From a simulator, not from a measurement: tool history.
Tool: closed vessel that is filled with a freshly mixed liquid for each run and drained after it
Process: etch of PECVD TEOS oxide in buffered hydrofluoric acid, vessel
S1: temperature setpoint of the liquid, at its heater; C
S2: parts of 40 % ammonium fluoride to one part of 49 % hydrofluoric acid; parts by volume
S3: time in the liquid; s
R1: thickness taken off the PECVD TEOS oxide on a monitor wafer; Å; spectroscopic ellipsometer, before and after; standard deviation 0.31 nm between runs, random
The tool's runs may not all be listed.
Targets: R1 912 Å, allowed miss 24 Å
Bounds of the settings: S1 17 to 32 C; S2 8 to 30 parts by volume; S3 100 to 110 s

{"run": 1, "day": 0.0, "S1": 24, "S2": 22.5, "S3": 100, "R1": 1244.3}
{"run": 2, "day": 0.196, "S1": 26, "S2": 22.5, "S3": 100, "R1": 1388.1}
{"run": 3, "day": 0.412, "S1": 27.5, "S2": 22.5, "S3": 100, "R1": 1499.9}
{"run": 4, "day": 0.6, "S1": 25.5, "S2": 22.5, "S3": 100, "R1": 1347.7}
{"run": 5, "day": 0.658, "S1": 24, "S2": 22.5, "S3": 100, "R1": 1244.7}
{"run": 6, "day": 0.754, "S1": 22.5, "S2": 22.5, "S3": 100, "R1": 1148.3}
{"run": 7, "day": 0.975, "S1": 21.5, "S2": 22.5, "S3": 100, "R1": 1087.4}
{"run": 8, "day": 1.354, "S1": 20.5, "S2": 22.5, "S3": 100, "R1": 1029.8}
{"run": 9, "day": 1.433, "S1": 20, "S2": 22.5, "S3": 100, "R1": 1000.8}
{"run": 10, "day": 1.788, "S1": 19.5, "S2": 22.5, "S3": 100, "R1": 974.94}
{"run": 11, "day": 2.125, "S1": 19, "S2": 22.5, "S3": 100, "R1": 944.41}

Exercise: of the 5 proposed moves below, exactly one satisfies all targets within the stated allowed misses. Which move is it?
{"run": "A", "day": 2.462, "S1": 19, "S2": 25.5, "S3": 100, "R1": "?"}
{"run": "B", "day": 2.462, "S1": 17, "S2": 21.5, "S3": 100, "R1": "?"}
{"run": "C", "day": 2.462, "S1": 17.5, "S2": 24.5, "S3": 105, "R1": "?"}
{"run": "D", "day": 2.462, "S1": 18, "S2": 24, "S3": 100, "R1": "?"}
{"run": "E", "day": 2.462, "S1": 17.5, "S2": 22.5, "S3": 105, "R1": "?"}

move=A R1=869.29
move=B R1=873.96
move=C R1=862.49
move=D R1=857.02
move=E R1=914.77
A: the result that was furthest off in the last run now lies on the other side of its target
B: the result that was furthest off in the last run now lies on the other side of its target
C: the result that was furthest off in the last run now lies on the other side of its target
D: the result that was furthest off in the last run now lies on the other side of its target
E: every result lands within tolerance
Move E is the one to make.

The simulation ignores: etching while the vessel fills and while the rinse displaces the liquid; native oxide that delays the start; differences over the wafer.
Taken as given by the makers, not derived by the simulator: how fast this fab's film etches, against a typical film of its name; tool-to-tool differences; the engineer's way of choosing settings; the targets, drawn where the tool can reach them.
